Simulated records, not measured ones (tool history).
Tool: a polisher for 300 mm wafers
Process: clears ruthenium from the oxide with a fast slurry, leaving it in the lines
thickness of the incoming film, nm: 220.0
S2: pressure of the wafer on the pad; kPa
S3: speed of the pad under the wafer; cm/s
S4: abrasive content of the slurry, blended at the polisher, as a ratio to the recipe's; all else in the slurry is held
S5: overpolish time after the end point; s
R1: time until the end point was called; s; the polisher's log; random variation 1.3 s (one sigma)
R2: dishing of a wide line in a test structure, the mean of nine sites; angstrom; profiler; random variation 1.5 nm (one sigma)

Run 1, hour 0: flow of slurry (ml/min) 170, S2 16.5 kPa, S3 92 cm/s, S4 1, S5 23 s. Result: R1 73.911 s, R2 547.56 angstrom.
Run 2, hour 2.7: flow of slurry (ml/min) 170, S2 13.1 kPa, S3 92 cm/s, S4 1, S5 23 s. Result: R1 90.989 s, R2 461.83 angstrom.
Run 3, hour 9: flow of slurry (ml/min) 170, S2 9 kPa, S3 92 cm/s, S4 1, S5 23 s. Result: R1 126.89 s, R2 331.61 angstrom.
Run 4, hour 17.3: flow of slurry (ml/min) 170, S2 10.3 kPa, S3 92 cm/s, S4 1, S5 25 s. Result: R1 113.81 s, R2 411.21 angstrom.
Run 5, hour 23.3: flow of slurry (ml/min) 170, S2 11 kPa, S3 92 cm/s, S4 1, S5 26 s. Result: R1 105.09 s, R2 434.23 angstrom.
Run 6, hour 29: flow of slurry (ml/min) 170, S2 13.1 kPa, S3 92 cm/s, S4 1, S5 26 s. Result: R1 89.713 s, R2 514.55 angstrom.
Run 7, hour 30.1: flow of slurry (ml/min) 170, S2 13.1 kPa, S3 92 cm/s, S4 1, S5 28 s. Result: R1 92.225 s, R2 527.8 angstrom.
Run 8, hour 34.7: flow of slurry (ml/min) 170, S2 13.8 kPa, S3 92 cm/s, S4 1, S5 30 s. Result: R1 89.109 s, R2 616.15 angstrom.
Run 9, hour 42.6: flow of slurry (ml/min) 170, S2 14.5 kPa, S3 92 cm/s, S4 1, S5 31 s. Result: R1 84.436 s, R2 650.31 angstrom.
Run 10, hour 48: flow of slurry (ml/min) 170, S2 14.5 kPa, S3 92 cm/s, S4 1, S5 32 s. Result: R1 82.312 s, R2 658.36 angstrom.

Run 11 comes next. What will it give?
Run 11, hour 49.6: flow of slurry (ml/min) 170, S2 14.5 kPa, S3 92 cm/s, S4 1, S5 33 s. Result: R1 ?, R2 ?.

Run 11 gave R1 83.42 s, R2 664.18 angstrom.

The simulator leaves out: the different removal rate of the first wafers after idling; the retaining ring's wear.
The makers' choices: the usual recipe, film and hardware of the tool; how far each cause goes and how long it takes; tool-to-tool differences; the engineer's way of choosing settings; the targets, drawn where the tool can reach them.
